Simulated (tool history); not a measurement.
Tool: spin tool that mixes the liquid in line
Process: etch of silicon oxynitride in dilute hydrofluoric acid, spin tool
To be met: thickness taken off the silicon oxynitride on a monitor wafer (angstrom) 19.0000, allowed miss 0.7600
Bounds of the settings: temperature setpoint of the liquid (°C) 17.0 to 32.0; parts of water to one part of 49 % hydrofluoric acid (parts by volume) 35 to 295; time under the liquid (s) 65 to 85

run,hour,temperature setpoint of the liquid (°C),parts of water to one part of 49 % hydrofluoric acid (parts by volume),time under the liquid (s),thickness taken off the silicon oxynitride on a monitor wafer (angstrom)
1,0.0,24.0,165,85,12.2120
2,4.1,21.5,165,85,10.8070
3,9.2,21.5,190,85,9.1188
4,17.4,21.5,190,85,9.1854
5,22.1,20.0,190,85,8.7377
6,22.6,20.0,220,85,7.2375
7,24.3,23.5,190,85,10.2290
8,28.5,26.0,175,85,12.1330
9,29.9,27.5,160,85,14.9120

5 next moves are on the table. One of them brings every result within its allowed miss. Which?
A,31.3,27.0,205,85,?
B,31.3,26.0,185,85,?
C,31.3,27.5,120,85,?
D,31.3,24.0,110,85,?
E,31.3,29.0,175,65,?

move,thickness taken off the silicon oxynitride on a monitor wafer (angstrom)
A,10.7490
B,11.5900
C,20.2080
D,18.9250
E,10.7680
A: further off than the last run
B: further off than the last run
C: takes the result that was furthest off past its target
D: meets every target
E: further off than the last run
Answer: D
